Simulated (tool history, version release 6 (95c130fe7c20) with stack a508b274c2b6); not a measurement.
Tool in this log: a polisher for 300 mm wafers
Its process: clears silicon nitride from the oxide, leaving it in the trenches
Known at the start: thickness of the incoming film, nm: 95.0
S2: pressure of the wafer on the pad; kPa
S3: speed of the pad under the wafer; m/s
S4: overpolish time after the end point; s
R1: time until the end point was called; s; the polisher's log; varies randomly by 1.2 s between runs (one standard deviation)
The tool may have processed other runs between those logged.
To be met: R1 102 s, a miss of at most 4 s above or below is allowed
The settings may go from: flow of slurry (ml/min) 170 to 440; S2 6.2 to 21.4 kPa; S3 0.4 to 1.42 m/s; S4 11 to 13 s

run 1 hour=0 | flow_of_slurry_(ml/min)=280 S2=13.8 S3=0.9 S4=13 | R1=164.2
run 2 hour=6 | flow_of_slurry_(ml/min)=280 S2=11 S3=0.9 S4=13 | R1=204.77
run 3 hour=10 | flow_of_slurry_(ml/min)=280 S2=8.3 S3=0.9 S4=13 | R1=270.7
run 4 hour=13 | flow_of_slurry_(ml/min)=315 S2=8.3 S3=0.9 S4=13 | R1=273.29
run 5 hour=15 | flow_of_slurry_(ml/min)=315 S2=8.3 S3=0.8 S4=13 | R1=291.43
run 6 hour=16.9 | flow_of_slurry_(ml/min)=250 S2=8.3 S3=0.8 S4=13 | R1=297.94
run 7 hour=23.7 | flow_of_slurry_(ml/min)=250 S2=12.4 S3=0.82 S4=13 | R1=202.9
run 8 hour=31.5 | flow_of_slurry_(ml/min)=250 S2=15.2 S3=0.82 S4=13 | R1=160.64
run 9 hour=32.4 | flow_of_slurry_(ml/min)=250 S2=17.2 S3=0.82 S4=13 | R1=147.02
run 10 hour=36.2 | flow_of_slurry_(ml/min)=250 S2=17.2 S3=0.82 S4=13 | R1=147.39
run 11 hour=43.8 | flow_of_slurry_(ml/min)=255 S2=21.4 S3=0.9 S4=13 | R1=109.34

Which of these 5 next moves meets every target?
run A hour=51.4 | flow_of_slurry_(ml/min)=245 S2=20.7 S3=0.88 S4=12 | R1=?
run B hour=51.4 | flow_of_slurry_(ml/min)=170 S2=20 S3=0.96 S4=11 | R1=?
run C hour=51.4 | flow_of_slurry_(ml/min)=325 S2=20.7 S3=0.98 S4=13 | R1=?
run D hour=51.4 | flow_of_slurry_(ml/min)=250 S2=21.4 S3=0.88 S4=13 | R1=?
run E hour=51.4 | flow_of_slurry_(ml/min)=240 S2=20.7 S3=0.94 S4=11 | R1=?

move=A R1=115.36
move=B R1=117.3
move=C R1=102.25
move=D R1=111.44
move=E R1=109.41
A: lands further from the targets than the last run did
B: lands further from the targets than the last run did
C: in spec on every target
D: lands further from the targets than the last run did
E: just as far off the targets as the last run
Correct choice: C, which meets every target
